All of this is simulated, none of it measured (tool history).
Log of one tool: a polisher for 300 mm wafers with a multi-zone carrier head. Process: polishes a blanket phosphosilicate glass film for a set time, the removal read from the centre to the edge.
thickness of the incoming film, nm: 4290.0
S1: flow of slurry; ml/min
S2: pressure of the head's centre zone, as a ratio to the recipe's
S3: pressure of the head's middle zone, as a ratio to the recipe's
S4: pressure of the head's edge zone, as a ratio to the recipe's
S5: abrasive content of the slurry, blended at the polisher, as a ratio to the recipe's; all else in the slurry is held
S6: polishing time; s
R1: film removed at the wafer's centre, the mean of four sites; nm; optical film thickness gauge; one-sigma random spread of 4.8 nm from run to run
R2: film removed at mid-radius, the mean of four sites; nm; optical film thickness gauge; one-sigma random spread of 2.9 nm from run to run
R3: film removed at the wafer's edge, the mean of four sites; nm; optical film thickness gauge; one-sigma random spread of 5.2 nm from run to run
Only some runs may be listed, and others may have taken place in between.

run 1 hour=0.0 | S1=165 S2=1.00 S3=1.00 S4=1.00 S5=1.00 S6=63 | R1=790.60 R2=804.41 R3=795.02
run 2 hour=1.1 | S1=150 S2=0.96 S3=0.95 S4=0.99 S5=0.85 S6=59 | R1=612.20 R2=623.11 R3=663.82
run 3 hour=9.3 | S1=150 S2=0.96 S3=0.86 S4=0.99 S5=0.85 S6=59 | R1=610.56 R2=576.36 R3=659.64
run 4 hour=10.4 | S1=150 S2=0.96 S3=0.86 S4=1.07 S5=0.85 S6=59 | R1=594.47 R2=575.76 R3=672.37
run 5 hour=16.5 | S1=145 S2=0.93 S3=0.86 S4=1.02 S5=0.75 S6=58 | R1=511.94 R2=501.80 R3=566.34
run 6 hour=18.2 | S1=145 S2=0.93 S3=0.86 S4=1.07 S5=0.75 S6=58 | R1=507.17 R2=506.88 R3=589.78
run 7 hour=27.2 | S1=135 S2=0.90 S3=0.85 S4=1.03 S5=0.75 S6=58 | R1=477.29 R2=484.03 R3=577.11
run 8 hour=32.7 | S1=135 S2=0.88 S3=0.88 S4=0.93 S5=0.50 S6=58 | R1=256.35 R2=275.02 R3=305.69
run 9 hour=35.1 | S1=135 S2=0.91 S3=0.90 S4=1.01 S5=0.50 S6=57 | R1=259.93 R2=273.28 R3=299.91
run 10 hour=43.4 | S1=180 S2=0.88 S3=0.86 S4=1.04 S5=0.75 S6=60 | R1=521.71 R2=537.17 R3=622.09
run 11 hour=49.3 | S1=160 S2=0.88 S3=0.86 S4=1.01 S5=0.75 S6=60 | R1=520.80 R2=534.97 R3=604.29
run 12 hour=52.6 | S1=145 S2=0.89 S3=0.87 S4=1.01 S5=0.75 S6=60 | R1=509.72 R2=526.06 R3=602.37
run 13 hour=55.4 | S1=135 S2=0.89 S3=0.87 S4=1.00 S5=0.75 S6=60 | R1=493.38 R2=511.67 R3=585.44
run 14 hour=62.6 | S1=125 S2=0.89 S3=0.87 S4=0.98 S5=0.75 S6=60 | R1=491.69 R2=503.74 R3=578.80

What will run 15 give?
run 15 hour=67.3 | S1=120 S2=0.88 S3=0.87 S4=0.96 S5=0.75 S6=60 | R1=? R2=? R3=?

For run 15 the tool returned R1 469.05 nm, R2 500.36 nm, R3 563.68 nm.

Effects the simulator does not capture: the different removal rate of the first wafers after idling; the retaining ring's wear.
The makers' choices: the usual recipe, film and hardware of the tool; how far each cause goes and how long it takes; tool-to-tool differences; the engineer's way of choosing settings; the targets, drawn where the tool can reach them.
